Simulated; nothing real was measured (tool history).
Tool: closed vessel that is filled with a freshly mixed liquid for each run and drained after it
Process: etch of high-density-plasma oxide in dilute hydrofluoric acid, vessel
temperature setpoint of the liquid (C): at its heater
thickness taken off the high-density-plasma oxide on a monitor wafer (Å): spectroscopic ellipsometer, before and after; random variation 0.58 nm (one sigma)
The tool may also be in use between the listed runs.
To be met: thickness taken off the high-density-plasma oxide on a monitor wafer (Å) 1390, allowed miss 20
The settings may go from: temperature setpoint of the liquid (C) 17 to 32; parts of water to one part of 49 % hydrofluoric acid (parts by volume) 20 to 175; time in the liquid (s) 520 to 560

run	hour	temperature setpoint of the liquid (C)	parts of water to one part of 49 % hydrofluoric acid (parts by volume)	time in the liquid (s)	thickness taken off the high-density-plasma oxide on a monitor wafer (Å)
1	0	24	95	520	398.91
2	4.5	26	95	520	431.41
3	12.6	26	95	560	464.69
4	18.4	22.5	95	560	406.67
5	19.6	24.5	80	560	532.63
6	25	24.5	105	560	389.57
7	33.5	26	90	560	490.69
8	35.1	27.5	75	560	639.8
9	40.3	28.5	65	560	785.18
# hour 47.3: hydrofluoric acid flow meter replaced
10	47.3	29.5	60	560	1016.6
11	48.5	30	60	560	1035.8

Which of these 4 next moves meets every target?
A	49.7	29	65	520	?
B	49.7	32	45	560	?
C	49.7	32	70	520	?
D	49.7	26.5	40	560	?

move	thickness taken off the high-density-plasma oxide on a monitor wafer (Å)
A	842.84
B	1519.6
C	871.68
D	1384.3
A: further off than the last run
B: takes the result that was furthest off past its target
C: further off than the last run
D: meets every target
The right move is D.
